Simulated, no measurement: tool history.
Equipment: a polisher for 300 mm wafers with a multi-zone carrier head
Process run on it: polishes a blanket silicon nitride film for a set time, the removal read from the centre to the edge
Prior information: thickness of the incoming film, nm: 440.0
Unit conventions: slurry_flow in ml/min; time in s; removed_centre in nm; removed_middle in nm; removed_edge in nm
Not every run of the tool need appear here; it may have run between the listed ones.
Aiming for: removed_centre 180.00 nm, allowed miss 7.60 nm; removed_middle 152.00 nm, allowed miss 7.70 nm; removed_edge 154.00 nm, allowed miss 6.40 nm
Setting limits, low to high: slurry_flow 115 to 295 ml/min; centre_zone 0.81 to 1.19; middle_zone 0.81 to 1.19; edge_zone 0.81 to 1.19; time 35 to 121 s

{"run": 1, "day": 0.0, "slurry_flow": 190, "centre_zone": 1.0, "middle_zone": 1.0, "edge_zone": 1.0, "time": 78, "removed_centre": 125.14, "removed_middle": 126.56, "removed_edge": 120.05}
{"run": 2, "day": 0.283, "slurry_flow": 190, "centre_zone": 1.05, "middle_zone": 1.0, "edge_zone": 1.0, "time": 78, "removed_centre": 131.91, "removed_middle": 123.33, "removed_edge": 123.77}
{"run": 3, "day": 0.558, "slurry_flow": 200, "centre_zone": 1.09, "middle_zone": 1.03, "edge_zone": 1.0, "time": 81, "removed_centre": 140.37, "removed_middle": 135.35, "removed_edge": 126.08}
{"run": 4, "day": 0.733, "slurry_flow": 200, "centre_zone": 1.09, "middle_zone": 1.03, "edge_zone": 0.93, "time": 81, "removed_centre": 141.69, "removed_middle": 132.14, "removed_edge": 126.08}
{"run": 5, "day": 0.808, "slurry_flow": 205, "centre_zone": 1.1, "middle_zone": 1.02, "edge_zone": 0.93, "time": 85, "removed_centre": 151.16, "removed_middle": 138.45, "removed_edge": 132.7}
{"run": 6, "day": 0.925, "slurry_flow": 205, "centre_zone": 1.03, "middle_zone": 1.02, "edge_zone": 0.93, "time": 85, "removed_centre": 142.08, "removed_middle": 140.2, "removed_edge": 130.02}
{"day": 1.154, "done": "edge zone pressure recalibrated"}
{"run": 7, "day": 1.154, "slurry_flow": 205, "centre_zone": 1.06, "middle_zone": 1.01, "edge_zone": 0.94, "time": 88, "removed_centre": 149.49, "removed_middle": 143.97, "removed_edge": 141.15}
{"run": 8, "day": 1.192, "slurry_flow": 215, "centre_zone": 1.1, "middle_zone": 1.01, "edge_zone": 0.93, "time": 89, "removed_centre": 157.82, "removed_middle": 145.66, "removed_edge": 144.9}
{"run": 9, "day": 1.483, "slurry_flow": 215, "centre_zone": 1.13, "middle_zone": 1.01, "edge_zone": 0.91, "time": 90, "removed_centre": 164.57, "removed_middle": 149.39, "removed_edge": 138.54}

Below are 4 possible settings for the next run. Only one of them brings all results inside the allowed miss of their targets. Which is it?
{"run": "A", "day": 1.775, "slurry_flow": 200, "centre_zone": 1.01, "middle_zone": 1.13, "edge_zone": 1.04, "time": 88, "removed_centre": "?", "removed_middle": "?", "removed_edge": "?"}
{"run": "B", "day": 1.775, "slurry_flow": 235, "centre_zone": 1.19, "middle_zone": 1.04, "edge_zone": 0.87, "time": 91, "removed_centre": "?", "removed_middle": "?", "removed_edge": "?"}
{"run": "C", "day": 1.775, "slurry_flow": 240, "centre_zone": 1.17, "middle_zone": 0.97, "edge_zone": 0.99, "time": 93, "removed_centre": "?", "removed_middle": "?", "removed_edge": "?"}
{"run": "D", "day": 1.775, "slurry_flow": 195, "centre_zone": 0.94, "middle_zone": 0.9, "edge_zone": 1.04, "time": 96, "removed_centre": "?", "removed_middle": "?", "removed_edge": "?"}

move=A removed_centre=141.52 removed_middle=154.70 removed_edge=149.52
move=B removed_centre=174.98 removed_middle=154.10 removed_edge=144.50
move=C removed_centre=176.37 removed_middle=150.59 removed_edge=157.25
move=D removed_centre=143.50 removed_middle=144.16 removed_edge=163.09
A: brings the last run's worst result on target, with another outside its allowed miss
B: moves toward the targets from the last run without getting all of them in spec
C: all results land within tolerance of their targets
D: takes the result that was furthest off past its target
Go with C: it meets all targets.
